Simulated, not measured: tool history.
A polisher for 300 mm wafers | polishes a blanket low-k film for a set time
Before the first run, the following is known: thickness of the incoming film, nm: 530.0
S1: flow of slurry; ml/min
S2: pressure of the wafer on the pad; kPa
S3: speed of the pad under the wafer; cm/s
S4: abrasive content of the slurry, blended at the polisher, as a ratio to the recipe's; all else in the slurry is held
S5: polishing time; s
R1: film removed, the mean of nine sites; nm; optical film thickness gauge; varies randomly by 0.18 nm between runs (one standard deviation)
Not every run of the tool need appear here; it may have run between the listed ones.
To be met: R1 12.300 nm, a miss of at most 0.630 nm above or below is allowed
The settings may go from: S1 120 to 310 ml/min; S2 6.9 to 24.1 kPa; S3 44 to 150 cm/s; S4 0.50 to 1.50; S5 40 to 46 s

run  hour   S1    S2  S3    S4  S5      R1
  1   0.0  200  15.2  96  1.00  46  21.058
  2   1.1  220  15.2  96  1.00  46  21.757
  3   8.9  260  15.2  96  1.00  46  21.676
  4  14.4  260  15.2  96  1.10  46  22.913
  5  22.7  240  15.2  96  1.10  46  23.182
  6  26.3  240  13.1  92  1.10  46  19.687
  7  26.8  240  11.7  88  1.10  46  17.753
  8  35.5  240  11.7  88  1.10  46  17.745

Below are 4 possible settings for the next run. Only one of them brings all results inside the allowed miss of their targets. Which is it?
  A  44.2  280   8.3   70  0.95  42   ?
  B  44.2  245   9.7   78  1.10  40   ?
  C  44.2  225  13.8  128  1.10  46   ?
  D  44.2  245  11.0   78  1.00  46   ?

move      R1
   A  10.326
   B  12.511
   C  24.797
   D  14.982
A: the result that was furthest off in the last run now lies on the other side of its target
B: all results land within tolerance of their targets
C: lands further from the targets than the last run did
D: closer than the last run, but not yet in spec
The move that meets every target is B.
